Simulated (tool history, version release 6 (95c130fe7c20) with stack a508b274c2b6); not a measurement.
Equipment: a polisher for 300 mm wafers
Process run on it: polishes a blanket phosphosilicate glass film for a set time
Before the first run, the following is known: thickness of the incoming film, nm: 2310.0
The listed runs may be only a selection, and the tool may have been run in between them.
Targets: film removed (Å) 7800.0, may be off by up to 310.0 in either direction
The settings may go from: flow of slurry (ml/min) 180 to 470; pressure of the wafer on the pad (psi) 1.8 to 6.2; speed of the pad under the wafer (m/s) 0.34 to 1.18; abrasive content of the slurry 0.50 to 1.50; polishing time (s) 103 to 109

run,hour,flow of slurry (ml/min),pressure of the wafer on the pad (psi),speed of the pad under the wafer (m/s),abrasive content of the slurry,polishing time (s),film removed (Å)
1,0.0,300,4.0,0.76,1.00,103,9605.0
2,6.9,300,3.8,0.76,1.00,103,9178.6
3,15.7,300,3.4,0.76,1.00,103,8359.5
4,22.8,300,3.4,0.92,1.00,103,9567.1
5,28.5,300,3.4,0.92,0.90,103,8978.4
6,36.2,300,3.4,0.92,0.90,109,9132.5
7,36.8,300,3.3,0.92,0.90,109,8979.5
8,42.9,300,3.2,0.92,0.90,109,8967.0
9,45.4,300,3.1,0.92,0.90,109,8355.0
10,49.4,300,3.0,0.92,0.90,109,8453.0

Which of these 5 next moves meets every target?
A,53.4,295,3.9,0.94,0.75,104,?
B,53.4,265,3.8,0.76,0.95,103,?
C,53.4,295,3.1,0.82,0.80,109,?
D,53.4,255,3.2,1.08,0.70,105,?
E,53.4,325,3.8,0.72,1.00,109,?

move,film removed (Å)
A,9039.8
B,8784.3
C,7230.7
D,7763.2
E,9402.8
A: lands further from the targets than the last run did
B: lands further from the targets than the last run did
C: the result that was furthest off in the last run now lies on the other side of its target
D: all results land within tolerance of their targets
E: lands further from the targets than the last run did
The right move is D.
